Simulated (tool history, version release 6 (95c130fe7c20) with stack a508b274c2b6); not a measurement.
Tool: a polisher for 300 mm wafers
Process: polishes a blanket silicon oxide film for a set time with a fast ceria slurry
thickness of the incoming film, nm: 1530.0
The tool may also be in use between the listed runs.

run,hour,flow of slurry (ml/min),pressure of the wafer on the pad (kPa),speed of the pad under the wafer (cm/s),polishing time (s),film removed (nm)
1,0,120,20.7,90,24,350.99
2,8.5,120,22.1,92,24,385.44
3,17.4,120,22.1,70,24,292.99
4,19.5,120,23.4,74,24,326.97
5,22.4,120,23.4,74,21,288.43
6,31.2,120,24.8,80,21,333.88
7,36.1,120,25.5,84,21,353.39
8,38.4,120,26.2,88,21,380.76
9,39.3,120,26.9,92,21,413.69
10,41.5,120,27.6,96,21,431.74
11,42.8,120,28.3,100,21,466.3
12,47.4,120,29,102,21,477.68
13,53.2,120,29.6,106,21,508.04
14,55.9,120,29.6,108,21,524.01
15,58.7,120,29.6,110,21,545.41
16,67.3,120,29.6,112,21,545.22
17,72.4,120,29.6,114,21,556.98
18,76.7,120,29.6,116,21,557.44
19,79.6,120,29.6,118,21,570.81

The next listed run, before its measurement:
20,82.7,120,29.6,120,21,?

{"run 20": {"film removed (nm)": 586.51}}
